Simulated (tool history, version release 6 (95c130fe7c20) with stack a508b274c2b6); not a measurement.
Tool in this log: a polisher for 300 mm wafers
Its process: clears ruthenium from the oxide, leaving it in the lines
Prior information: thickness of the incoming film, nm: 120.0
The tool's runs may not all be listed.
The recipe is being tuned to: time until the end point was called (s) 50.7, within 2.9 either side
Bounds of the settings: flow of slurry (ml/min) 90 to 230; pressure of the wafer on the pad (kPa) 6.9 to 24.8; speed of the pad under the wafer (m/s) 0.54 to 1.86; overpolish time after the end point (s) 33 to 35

run,hour,flow of slurry (ml/min),pressure of the wafer on the pad (kPa),speed of the pad under the wafer (m/s),overpolish time after the end point (s),time until the end point was called (s)
1,0,150,15.9,1.18,33,67.541
2,5.7,150,17.2,1.2,33,63.147
3,9.4,150,13.8,1.2,33,70.435
4,12.5,150,15.9,1.24,33,64.92
5,16.2,150,17.2,1.24,33,59.234
6,22.8,150,17.9,1.24,33,59.227
7,29.7,150,18.6,1.26,33,56.295
8,37,150,19.3,1.26,33,55.998
9,42,150,19.3,1.26,33,55.109
10,50.5,150,20,1.26,33,54.942

Which one of the following 4 next-run settings gets every result inside its allowed miss? There is exactly one.
A,59,170,17.9,1.22,35,?
B,59,155,19.3,1.1,35,?
C,59,105,20.7,1.42,35,?
D,59,145,20.7,1.08,33,?

move,time until the end point was called (s)
A,58.557
B,62.526
C,49.508
D,61.413
A: lands further from the targets than the last run did
B: lands further from the targets than the last run did
C: all results in spec
D: lands further from the targets than the last run did
The move that meets every target is C.

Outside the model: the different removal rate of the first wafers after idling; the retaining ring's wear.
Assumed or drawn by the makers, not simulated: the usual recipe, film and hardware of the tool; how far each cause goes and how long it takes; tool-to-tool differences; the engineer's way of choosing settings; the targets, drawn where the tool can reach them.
